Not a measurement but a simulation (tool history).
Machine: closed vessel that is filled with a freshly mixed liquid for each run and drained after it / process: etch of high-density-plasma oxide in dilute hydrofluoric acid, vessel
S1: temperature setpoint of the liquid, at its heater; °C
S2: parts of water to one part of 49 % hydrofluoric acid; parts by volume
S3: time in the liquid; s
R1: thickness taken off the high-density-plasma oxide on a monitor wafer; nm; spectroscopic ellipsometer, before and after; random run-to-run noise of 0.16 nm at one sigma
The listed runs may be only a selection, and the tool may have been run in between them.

run  hour    S1   S2   S3      R1
  1     0    22  120  155  8.3704
  2   4.5    22  155  155   6.224
  3   5.7    20  155  155  5.6377
  4   6.6  22.5  130  155  7.6449
  5  14.8    19  130  155  6.7603
  6  19.6    19  170  155   4.904
  7  23.9    22  135  155  7.1753
  8  31.1    24  110  155  9.8689

Expected results for the next run?
  9  39.4  25.5  95  155   ?

R1: 12.299 nm

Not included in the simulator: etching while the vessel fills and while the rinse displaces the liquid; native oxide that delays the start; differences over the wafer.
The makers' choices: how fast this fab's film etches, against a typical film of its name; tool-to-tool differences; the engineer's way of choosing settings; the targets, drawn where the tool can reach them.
